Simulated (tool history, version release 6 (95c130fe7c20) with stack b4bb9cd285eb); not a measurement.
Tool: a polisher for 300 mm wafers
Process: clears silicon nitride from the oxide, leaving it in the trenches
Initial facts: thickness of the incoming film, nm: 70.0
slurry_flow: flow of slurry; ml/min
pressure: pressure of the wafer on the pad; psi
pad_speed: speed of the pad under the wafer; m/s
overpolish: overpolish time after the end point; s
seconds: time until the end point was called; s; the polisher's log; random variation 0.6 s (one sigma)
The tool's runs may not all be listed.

run,hour,slurry_flow,pressure,pad_speed,overpolish,seconds
1,0.0,130,2.2,0.98,7,85.501
2,2.4,130,2.4,1.00,7,79.683
3,6.2,130,2.5,1.02,7,75.203
4,7.2,130,2.6,1.04,7,72.183
5,9.0,130,2.2,1.04,7,85.189
6,15.5,130,2.4,1.06,7,76.543
7,19.9,140,3.0,1.16,7,55.921

Predict the results of run 8:
8,23.1,140,3.1,1.18,7,?

Run 8 came out at seconds 53.506 s.
